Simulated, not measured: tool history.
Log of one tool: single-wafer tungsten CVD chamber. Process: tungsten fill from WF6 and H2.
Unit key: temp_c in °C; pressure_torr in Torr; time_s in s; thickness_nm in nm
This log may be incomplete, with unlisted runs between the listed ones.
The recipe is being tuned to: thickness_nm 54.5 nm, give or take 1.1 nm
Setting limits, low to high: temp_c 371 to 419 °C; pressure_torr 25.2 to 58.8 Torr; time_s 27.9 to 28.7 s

| run | hour | temp_c | pressure_torr | time_s | thickness_nm |
|---|---|---|---|---|---|
| 1 | 0 | 395 | 42 | 27.9 | 86.764 |
| 2 | 1.7 | 389 | 41.5 | 27.9 | 76.386 |
| 3 | 8.1 | 385 | 41.4 | 27.9 | 69.301 |
| 4 | 10.8 | 385 | 35.2 | 27.9 | 64.973 |
| 5 | 18.5 | 383 | 35.1 | 27.9 | 61.736 |
| 6 | 23.7 | 382 | 35.1 | 27.9 | 60.567 |
| 7 | 31.5 | 381 | 35.1 | 27.9 | 58.848 |
| 8 | 39.4 | 381 | 35.1 | 27.9 | 59.214 |
| 9 | 42.3 | 381 | 35.1 | 27.9 | 59.418 |
| 10 | 49.9 | 376 | 34.9 | 27.9 | 52.397 |

Exactly one of the 4 candidate moves below puts every result within its allowed miss. Which one?
| A | 57.5 | 376 | 32.7 | 27.9 | ? |
| B | 57.5 | 374 | 41.7 | 28.1 | ? |
| C | 57.5 | 375 | 31.4 | 28.7 | ? |
| D | 57.5 | 371 | 45.3 | 28.1 | ? |

| move | thickness_nm |
|---|---|
| A | 51.191 |
| B | 54.132 |
| C | 50.618 |
| D | 52.024 |
A: misses by more than the last run did
B: each result inside its tolerance
C: misses by more than the last run did
D: misses by more than the last run did
Go with B: it meets all targets.
